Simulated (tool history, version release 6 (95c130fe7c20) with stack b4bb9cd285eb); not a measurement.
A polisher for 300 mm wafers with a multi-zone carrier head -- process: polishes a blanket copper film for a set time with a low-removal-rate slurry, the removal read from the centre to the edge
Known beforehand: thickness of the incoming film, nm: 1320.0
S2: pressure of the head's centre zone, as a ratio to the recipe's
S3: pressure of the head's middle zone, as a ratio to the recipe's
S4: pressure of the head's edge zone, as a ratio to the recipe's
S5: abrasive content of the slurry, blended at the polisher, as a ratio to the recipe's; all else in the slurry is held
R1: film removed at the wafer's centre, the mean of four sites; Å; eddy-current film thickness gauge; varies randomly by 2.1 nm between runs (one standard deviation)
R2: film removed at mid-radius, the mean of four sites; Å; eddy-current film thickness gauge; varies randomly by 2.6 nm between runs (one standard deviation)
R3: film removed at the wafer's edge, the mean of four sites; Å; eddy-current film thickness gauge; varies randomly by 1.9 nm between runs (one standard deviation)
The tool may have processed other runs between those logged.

{"run": 1, "day": 0.0, "flow of slurry (ml/min)": 140, "S2": 1.0, "S3": 1.0, "S4": 1.0, "S5": 1.0, "polishing time (s)": 45, "R1": 2180.3, "R2": 2232.3, "R3": 2211.5}
{"run": 2, "day": 0.3, "flow of slurry (ml/min)": 135, "S2": 0.97, "S3": 1.02, "S4": 0.99, "S5": 1.0, "polishing time (s)": 45, "R1": 2037.6, "R2": 2191.0, "R3": 2129.2}
{"run": 3, "day": 0.354, "flow of slurry (ml/min)": 135, "S2": 0.97, "S3": 1.02, "S4": 0.99, "S5": 0.9, "polishing time (s)": 45, "R1": 1981.1, "R2": 2174.7, "R3": 2083.4}
{"run": 4, "day": 0.504, "flow of slurry (ml/min)": 165, "S2": 0.97, "S3": 1.02, "S4": 0.99, "S5": 0.9, "polishing time (s)": 45, "R1": 2114.7, "R2": 2255.8, "R3": 2143.4}
{"run": 5, "day": 0.829, "flow of slurry (ml/min)": 160, "S2": 0.95, "S3": 1.04, "S4": 1.0, "S5": 0.9, "polishing time (s)": 45, "R1": 2096.6, "R2": 2292.7, "R3": 2161.1}
{"run": 6, "day": 0.858, "flow of slurry (ml/min)": 155, "S2": 0.93, "S3": 1.06, "S4": 1.0, "S5": 0.9, "polishing time (s)": 45, "R1": 2000.5, "R2": 2246.4, "R3": 2139.4}
{"run": 7, "day": 1.079, "flow of slurry (ml/min)": 150, "S2": 0.91, "S3": 1.09, "S4": 0.99, "S5": 0.9, "polishing time (s)": 45, "R1": 1961.0, "R2": 2368.7, "R3": 2137.0}

Expected results for the next run?
{"run": 8, "day": 1.238, "flow of slurry (ml/min)": 145, "S2": 0.9, "S3": 1.1, "S4": 0.99, "S5": 0.9, "polishing time (s)": 45, "R1": "?", "R2": "?", "R3": "?"}

Run 8 produced R1 1922.3 Å, R2 2361.9 Å, R3 2146.4 Å.

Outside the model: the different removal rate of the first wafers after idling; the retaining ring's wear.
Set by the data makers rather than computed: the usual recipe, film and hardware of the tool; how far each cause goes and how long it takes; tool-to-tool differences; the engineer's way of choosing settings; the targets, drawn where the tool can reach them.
